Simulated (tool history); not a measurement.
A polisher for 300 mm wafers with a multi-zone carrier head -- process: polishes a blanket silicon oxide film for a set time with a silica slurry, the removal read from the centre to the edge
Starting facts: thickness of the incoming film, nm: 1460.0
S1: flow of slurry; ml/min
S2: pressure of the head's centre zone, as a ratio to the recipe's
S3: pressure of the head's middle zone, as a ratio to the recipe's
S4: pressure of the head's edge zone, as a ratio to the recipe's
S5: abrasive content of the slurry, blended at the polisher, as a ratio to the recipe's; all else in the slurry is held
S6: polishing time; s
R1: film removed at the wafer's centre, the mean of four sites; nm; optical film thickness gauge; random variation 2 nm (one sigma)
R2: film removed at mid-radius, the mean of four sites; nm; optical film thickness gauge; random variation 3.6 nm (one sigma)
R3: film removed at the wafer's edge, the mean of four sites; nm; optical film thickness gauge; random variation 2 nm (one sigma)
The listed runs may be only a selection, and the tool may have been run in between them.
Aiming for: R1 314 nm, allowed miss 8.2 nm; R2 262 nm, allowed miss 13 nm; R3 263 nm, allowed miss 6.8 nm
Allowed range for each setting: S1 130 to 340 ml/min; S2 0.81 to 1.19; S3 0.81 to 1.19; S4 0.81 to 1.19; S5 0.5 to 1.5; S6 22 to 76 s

run	hour	S1	S2	S3	S4	S5	S6	R1	R2	R3
1	0	220	1	1	1	1	49	185.42	174.09	183.49
2	5.7	220	1	1	1	1.15	49	194.34	185.5	190.79
3	9	225	1.02	1.01	1.02	1.2	50	209.12	195.2	203.04
4	10.2	225	0.94	1.01	1.02	1.2	50	194.22	197.88	200.44
5	17.5	225	0.94	1.05	1.02	1.2	50	192.97	196.46	198.37
6	24.4	225	0.94	1.12	1.02	1.2	50	194.41	212.18	200.38
7	26.5	235	0.97	1.12	1.03	1.25	50	204.8	213.23	206.96
# hour 33.5: slurry nozzle cleaned
8	33.5	285	1.07	1.19	1.04	1.5	56	287.83	287.85	254.65

Below are 5 possible settings for the next run. Only one of them brings all results inside the allowed miss of their targets. Which is it?
A	40.5	275	0.97	1.17	0.98	1.45	57	?	?	?
B	40.5	320	1.19	1.19	1	1.5	56	?	?	?
C	40.5	245	0.98	1.03	1.14	1.45	57	?	?	?
D	40.5	275	1.18	1.07	1.1	1.4	57	?	?	?
E	40.5	310	1.07	1.19	1	1.45	54	?	?	?

move	R1	R2	R3
A	263.08	281.91	252.81
B	326.97	288.56	256.04
C	261.51	249.23	264.37
D	316.29	257.54	260.29
E	279.02	274.31	243.42
A: lands further from the targets than the last run did
B: pushes the last run's worst result past its target
C: lands further from the targets than the last run did
D: hits every target within its allowed miss
E: lands further from the targets than the last run did
Move D is the one to make.
